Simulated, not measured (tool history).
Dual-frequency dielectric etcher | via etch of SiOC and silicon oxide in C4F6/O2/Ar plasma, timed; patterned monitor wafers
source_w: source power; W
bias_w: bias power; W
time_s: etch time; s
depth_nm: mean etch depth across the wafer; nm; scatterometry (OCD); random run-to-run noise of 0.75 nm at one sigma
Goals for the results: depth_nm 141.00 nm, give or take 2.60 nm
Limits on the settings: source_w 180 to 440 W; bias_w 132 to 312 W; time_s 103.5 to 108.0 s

run	hour	source_w	bias_w	time_s	depth_nm
1	0.0	310	222	103.5	127.58
2	6.6	310	222	103.5	126.62
3	14.5	310	222	108.0	133.16
4	19.2	310	182	108.0	121.50
5	22.7	310	182	103.5	117.98
6	31.3	330	185	103.5	122.10
7	33.8	340	186	103.5	123.63
8	34.8	400	206	104.0	134.87
9	38.7	410	207	104.0	133.89

Consider the 4 candidate settings below. Which is the only one whose results all fall within their allowed miss of target?
A	42.6	360	263	108.0	?
B	42.6	390	251	108.0	?
C	42.6	390	173	107.0	?
D	42.6	410	207	108.0	?

move	depth_nm
A	147.36
B	148.06
C	127.49
D	139.64
A: takes the biggest miss from the last run beyond its target
B: takes the biggest miss from the last run beyond its target
C: lands further from the targets than the last run did
D: every result within its allowed miss
D is the move that brings every result within its allowed miss.
